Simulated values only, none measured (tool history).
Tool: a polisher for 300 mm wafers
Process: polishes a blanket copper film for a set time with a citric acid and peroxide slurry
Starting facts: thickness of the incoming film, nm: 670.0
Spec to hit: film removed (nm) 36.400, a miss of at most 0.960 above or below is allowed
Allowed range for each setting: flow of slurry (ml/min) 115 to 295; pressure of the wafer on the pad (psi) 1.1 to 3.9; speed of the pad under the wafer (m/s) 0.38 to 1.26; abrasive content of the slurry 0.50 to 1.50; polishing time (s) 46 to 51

| run | hour | flow of slurry (ml/min) | pressure of the wafer on the pad (psi) | speed of the pad under the wafer (m/s) | abrasive content of the slurry | polishing time (s) | film removed (nm) |
|---|---|---|---|---|---|---|---|
| 1 | 0.0 | 190 | 2.5 | 0.82 | 1.00 | 51 | 69.765 |
| 2 | 5.4 | 190 | 2.5 | 0.82 | 1.10 | 51 | 70.944 |
| 3 | 13.6 | 190 | 2.5 | 1.00 | 1.10 | 51 | 83.384 |
| 4 | 20.5 | 185 | 2.3 | 0.96 | 1.10 | 51 | 77.427 |
| 5 | 25.9 | 185 | 2.3 | 0.96 | 1.10 | 46 | 68.746 |
| 6 | 30.2 | 185 | 2.1 | 0.96 | 1.10 | 46 | 65.014 |
| 7 | 38.1 | 160 | 1.4 | 0.74 | 1.10 | 46 | 40.766 |
| 8 | 46.4 | 160 | 1.2 | 0.74 | 1.10 | 46 | 37.776 |

Pick the move, out of 5, that brings all results within their allowed miss; only one does.
| A | 54.7 | 160 | 1.2 | 0.74 | 1.05 | 50 | ? |
| B | 54.7 | 160 | 1.1 | 0.78 | 1.10 | 47 | ? |
| C | 54.7 | 255 | 1.3 | 0.72 | 1.00 | 47 | ? |
| D | 54.7 | 180 | 1.9 | 0.48 | 1.05 | 46 | ? |
| E | 54.7 | 180 | 1.3 | 0.60 | 1.20 | 50 | ? |

| move | film removed (nm) |
|---|---|
| A | 40.506 |
| B | 38.478 |
| C | 40.614 |
| D | 36.328 |
| E | 38.609 |
A: its largest miss is bigger than the last run's
B: its largest miss is bigger than the last run's
C: its largest miss is bigger than the last run's
D: hits every target within its allowed miss
E: its largest miss is bigger than the last run's
So the answer is move D, the one that meets all the targets.

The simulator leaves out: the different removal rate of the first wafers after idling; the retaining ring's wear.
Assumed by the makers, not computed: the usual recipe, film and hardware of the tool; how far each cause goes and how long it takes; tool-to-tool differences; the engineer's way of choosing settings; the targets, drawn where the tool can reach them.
